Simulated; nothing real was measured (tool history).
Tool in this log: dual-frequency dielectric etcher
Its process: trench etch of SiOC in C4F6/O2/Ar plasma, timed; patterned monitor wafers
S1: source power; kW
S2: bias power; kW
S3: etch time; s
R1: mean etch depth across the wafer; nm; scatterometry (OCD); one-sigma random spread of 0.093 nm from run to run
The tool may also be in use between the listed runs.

Run 1, hour 0: S1 0.42 kW, S2 0.221 kW, S3 12.5 s. Result: R1 27.57 nm.
Run 2, hour 6.4: S1 0.42 kW, S2 0.244 kW, S3 12.5 s. Result: R1 28.592 nm.
Run 3, hour 12.7: S1 0.44 kW, S2 0.249 kW, S3 12.5 s. Result: R1 29.165 nm.
Run 4, hour 17.9: S1 0.44 kW, S2 0.21 kW, S3 12.5 s. Result: R1 27.603 nm.
Run 5, hour 19.9: S1 0.48 kW, S2 0.21 kW, S3 12.5 s. Result: R1 28.355 nm.
Run 6, hour 27.6: S1 0.5 kW, S2 0.219 kW, S3 12.5 s. Result: R1 28.938 nm.

Predict the results of run 7:
Run 7, hour 34.7: S1 0.52 kW, S2 0.228 kW, S3 12.5 s. Result: R1 ?.

R1: 29.771 nm
